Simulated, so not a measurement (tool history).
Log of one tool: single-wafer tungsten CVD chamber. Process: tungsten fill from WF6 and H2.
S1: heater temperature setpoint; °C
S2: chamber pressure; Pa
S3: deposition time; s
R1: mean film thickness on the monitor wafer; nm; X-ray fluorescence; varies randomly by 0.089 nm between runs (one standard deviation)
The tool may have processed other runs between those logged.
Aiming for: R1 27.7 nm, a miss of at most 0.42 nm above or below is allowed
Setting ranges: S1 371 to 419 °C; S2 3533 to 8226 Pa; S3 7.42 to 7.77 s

run    day   S1    S2    S3      R1
  1      0  395  5880  7.77  25.919
  2  0.179  387  5880  7.77  22.613
  3  0.262  387  5880  7.42  21.574
  4  0.629  387  5880  7.42  21.435
  5  0.892  392  5893  7.42  23.567
  6  1.071  395  5906  7.42  24.831
  7    1.4  397  5919  7.42  25.763
  8  1.429  397  5919  7.42  25.879
  9    1.5  398  5919  7.42  26.209

Below are 4 possible settings for the next run. Only one of them brings all results inside the allowed miss of their targets. Which is it?
  A  1.571  398  6253  7.65   ?
  B  1.571  397  5893  7.65   ?
  C  1.571  407  4906  7.61   ?
  D  1.571  397  6346  7.52   ?

move      R1
   A  27.584
   B  26.458
   C  28.945
   D  26.802
A: meets every target
B: nearer the targets than the last run, but a result is still out of spec
C: takes the result that was furthest off past its target
D: nearer the targets than the last run, but a result is still out of spec
So the answer is move A, the one that meets all the targets.
